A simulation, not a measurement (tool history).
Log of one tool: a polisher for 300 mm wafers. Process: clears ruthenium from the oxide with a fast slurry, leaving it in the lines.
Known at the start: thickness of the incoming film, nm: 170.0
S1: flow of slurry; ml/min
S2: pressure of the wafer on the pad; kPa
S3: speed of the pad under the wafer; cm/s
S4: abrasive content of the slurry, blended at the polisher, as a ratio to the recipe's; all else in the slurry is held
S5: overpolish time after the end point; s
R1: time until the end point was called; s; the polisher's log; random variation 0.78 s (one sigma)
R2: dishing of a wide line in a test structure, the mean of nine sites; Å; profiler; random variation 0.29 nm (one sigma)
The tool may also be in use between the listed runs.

{"run": 1, "hour": 0.0, "S1": 150, "S2": 17.9, "S3": 78, "S4": 1, "S5": 13, "R1": 66.459, "R2": 244.51}
{"run": 2, "hour": 6.2, "S1": 145, "S2": 17.2, "S3": 78, "S4": 1, "S5": 14, "R1": 70.024, "R2": 246.91}
{"run": 3, "hour": 14.5, "S1": 145, "S2": 17.2, "S3": 78, "S4": 1, "S5": 12, "R1": 69.186, "R2": 221.22}
{"run": 4, "hour": 21.8, "S1": 145, "S2": 15.2, "S3": 78, "S4": 1, "S5": 12, "R1": 77.307, "R2": 197.87}
{"run": 5, "hour": 28.2, "S1": 145, "S2": 15.2, "S3": 96, "S4": 1, "S5": 12, "R1": 64.971, "R2": 234.75}
{"run": 6, "hour": 36.3, "S1": 145, "S2": 15.2, "S3": 96, "S4": 1, "S5": 9, "R1": 64.399, "R2": 179.26}
{"run": 7, "hour": 44.0, "S1": 115, "S2": 12.4, "S3": 96, "S4": 1, "S5": 15, "R1": 81.267, "R2": 235.21}
{"run": 8, "hour": 44.7, "S1": 120, "S2": 12.4, "S3": 96, "S4": 1, "S5": 15, "R1": 80.424, "R2": 240.14}
{"run": 9, "hour": 45.4, "S1": 125, "S2": 12.4, "S3": 96, "S4": 1, "S5": 15, "R1": 80.146, "R2": 239.96}
{"run": 10, "hour": 53.9, "S1": 130, "S2": 12.4, "S3": 96, "S4": 1, "S5": 15, "R1": 79.381, "R2": 240.66}

Run 11 comes next. What will it give?
{"run": 11, "hour": 58.4, "S1": 135, "S2": 12.4, "S3": 96, "S4": 1, "S5": 15, "R1": "?", "R2": "?"}

Run 11 gave R1 78.306 s, R2 240.56 Å.
